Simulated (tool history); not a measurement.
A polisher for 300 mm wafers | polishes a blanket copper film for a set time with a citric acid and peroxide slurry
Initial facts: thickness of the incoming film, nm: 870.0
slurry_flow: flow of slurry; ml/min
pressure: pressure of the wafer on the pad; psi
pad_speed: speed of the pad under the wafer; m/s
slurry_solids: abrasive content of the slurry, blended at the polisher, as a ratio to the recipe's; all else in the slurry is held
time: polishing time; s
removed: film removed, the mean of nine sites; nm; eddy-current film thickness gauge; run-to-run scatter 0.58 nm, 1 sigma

| run | day | slurry_flow | pressure | pad_speed | slurry_solids | time | removed |
|---|---|---|---|---|---|---|---|
| 1 | 0.000 | 200 | 3.7 | 0.92 | 1.00 | 49 | 105.500 |
| 2 | 0.183 | 200 | 3.7 | 0.84 | 1.00 | 49 | 97.265 |
| 3 | 0.408 | 200 | 3.7 | 0.84 | 0.85 | 49 | 96.163 |
| 4 | 0.508 | 200 | 3.7 | 0.84 | 0.70 | 49 | 92.080 |
| 5 | 0.854 | 200 | 3.7 | 0.84 | 0.50 | 49 | 88.444 |
| 6 | 0.883 | 200 | 3.3 | 0.84 | 0.50 | 49 | 79.297 |
| 7 | 1.083 | 205 | 3.3 | 0.84 | 0.50 | 49 | 79.585 |

What does the tool deliver on the next run?
| 8 | 1.396 | 210 | 3.3 | 0.84 | 0.50 | 49 | ? |

Run 8 measured removed 79.522 nm.
